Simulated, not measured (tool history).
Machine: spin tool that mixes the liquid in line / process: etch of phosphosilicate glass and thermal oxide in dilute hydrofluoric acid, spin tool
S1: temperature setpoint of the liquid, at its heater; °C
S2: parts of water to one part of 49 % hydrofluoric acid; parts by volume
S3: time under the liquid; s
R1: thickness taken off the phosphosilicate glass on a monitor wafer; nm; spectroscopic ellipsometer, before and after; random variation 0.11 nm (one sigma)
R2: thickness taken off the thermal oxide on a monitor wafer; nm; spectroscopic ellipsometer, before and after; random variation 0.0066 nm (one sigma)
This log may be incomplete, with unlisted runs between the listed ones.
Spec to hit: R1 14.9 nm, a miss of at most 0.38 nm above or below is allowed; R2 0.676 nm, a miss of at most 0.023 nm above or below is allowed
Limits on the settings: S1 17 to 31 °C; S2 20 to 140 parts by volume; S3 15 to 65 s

run  hour    S1   S2  S3      R1       R2
  1     0    23   75  35  54.544   2.5459
  2   8.8    21   95  35  39.647   1.7922
  3  11.8  20.5  110  30  28.607   1.2569
  4  15.4  20.5  110  20  18.788  0.84992
     23.5  -- thermometer replaced
  5  23.5  20.5  110  30  26.121   1.1855
  6  25.6  19.5  120  30  22.463   1.0316
  7  33.6    19  125  30  21.029  0.95914
  8  35.3  18.5  130  30  19.771  0.89721
  9  37.7    18  135  30  18.699  0.84766
 10    46  17.5  135  30  18.066  0.82507
 11  51.1  17.5  140  30  17.731  0.78867
 12  55.8    17  140  25  14.401  0.65156

5 next moves are on the table. One of them brings every result within its allowed miss. Which?
  A  60.5  21.5  130  20   ?   ?
  B  60.5    17   90  15   ?   ?
  C  60.5    17  130  25   ?   ?
  D  60.5    17   80  15   ?   ?
  E  60.5    17  105  20   ?   ?

move      R1       R2
   A  14.899  0.68156
   B  14.008  0.64083
   C  15.514  0.70973
   D  15.928  0.72864
   E  15.761  0.72101
A: meets every target
B: moves away from the targets compared with the last run
C: moves the result that the last run missed by most past its target, out the other side
D: moves the result that the last run missed by most past its target, out the other side
E: moves the result that the last run missed by most past its target, out the other side
The right move is A.

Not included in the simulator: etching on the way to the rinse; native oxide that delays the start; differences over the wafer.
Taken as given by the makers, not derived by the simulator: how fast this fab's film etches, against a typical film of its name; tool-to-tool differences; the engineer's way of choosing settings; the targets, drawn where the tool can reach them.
